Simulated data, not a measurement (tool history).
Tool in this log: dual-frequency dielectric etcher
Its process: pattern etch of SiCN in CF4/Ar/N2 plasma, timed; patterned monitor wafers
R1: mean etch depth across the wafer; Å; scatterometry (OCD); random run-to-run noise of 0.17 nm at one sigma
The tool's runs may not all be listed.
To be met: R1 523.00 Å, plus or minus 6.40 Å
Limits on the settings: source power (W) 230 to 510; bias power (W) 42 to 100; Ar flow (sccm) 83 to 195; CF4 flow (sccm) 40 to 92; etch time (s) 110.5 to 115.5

Run 1, day 0.000: source power (W) 370, bias power (W) 71, Ar flow (sccm) 139, CF4 flow (sccm) 66, etch time (s) 110.5. Result: R1 721.12 Å.
Run 2, day 0.367: source power (W) 370, bias power (W) 71, Ar flow (sccm) 139, CF4 flow (sccm) 66, etch time (s) 110.5. Result: R1 722.26 Å.
Run 3, day 0.425: source power (W) 370, bias power (W) 71, Ar flow (sccm) 114, CF4 flow (sccm) 66, etch time (s) 110.5. Result: R1 740.59 Å.
Run 4, day 0.488: source power (W) 340, bias power (W) 70, Ar flow (sccm) 114, CF4 flow (sccm) 66, etch time (s) 110.5. Result: R1 673.45 Å.
Run 5, day 0.621: source power (W) 320, bias power (W) 70, Ar flow (sccm) 114, CF4 flow (sccm) 66, etch time (s) 110.5. Result: R1 630.59 Å.
Run 6, day 0.988: source power (W) 320, bias power (W) 70, Ar flow (sccm) 114, CF4 flow (sccm) 55, etch time (s) 110.5. Result: R1 621.86 Å.
Run 7, day 1.029: source power (W) 320, bias power (W) 70, Ar flow (sccm) 114, CF4 flow (sccm) 55, etch time (s) 110.5. Result: R1 625.11 Å.
Run 8, day 1.396: source power (W) 250, bias power (W) 69, Ar flow (sccm) 114, CF4 flow (sccm) 55, etch time (s) 110.5. Result: R1 470.41 Å.
Run 9, day 1.483: source power (W) 260, bias power (W) 69, Ar flow (sccm) 114, CF4 flow (sccm) 55, etch time (s) 110.5. Result: R1 489.12 Å.
Run 10, day 1.642: source power (W) 270, bias power (W) 69, Ar flow (sccm) 114, CF4 flow (sccm) 55, etch time (s) 110.5. Result: R1 512.40 Å.
Run 11, day 1.804: source power (W) 270, bias power (W) 69, Ar flow (sccm) 114, CF4 flow (sccm) 55, etch time (s) 110.5. Result: R1 510.83 Å.
Run 12, day 1.892: source power (W) 280, bias power (W) 69, Ar flow (sccm) 114, CF4 flow (sccm) 55, etch time (s) 110.5. Result: R1 533.42 Å.
Run 13, day 2.183: source power (W) 270, bias power (W) 69, Ar flow (sccm) 114, CF4 flow (sccm) 55, etch time (s) 110.5. Result: R1 514.33 Å.

Next run, 5 choices. One meets every target within its allowed miss, the rest don't. Which?
Run A, day 2.475: source power (W) 260, bias power (W) 65, Ar flow (sccm) 108, CF4 flow (sccm) 47, etch time (s) 115.5. Result: R1 ?.
Run B, day 2.475: source power (W) 270, bias power (W) 63, Ar flow (sccm) 95, CF4 flow (sccm) 58, etch time (s) 110.5. Result: R1 ?.
Run C, day 2.475: source power (W) 300, bias power (W) 63, Ar flow (sccm) 146, CF4 flow (sccm) 43, etch time (s) 112.0. Result: R1 ?.
Run D, day 2.475: source power (W) 270, bias power (W) 61, Ar flow (sccm) 114, CF4 flow (sccm) 60, etch time (s) 113.5. Result: R1 ?.
Run E, day 2.475: source power (W) 260, bias power (W) 70, Ar flow (sccm) 120, CF4 flow (sccm) 51, etch time (s) 114.5. Result: R1 ?.

move      R1
   A  496.34
   B  506.66
   C  525.61
   D  500.86
   E  506.43
A: moves away from the targets compared with the last run
B: moves away from the targets compared with the last run
C: every result lands within tolerance
D: moves away from the targets compared with the last run
E: moves away from the targets compared with the last run
The move that meets every target is C.
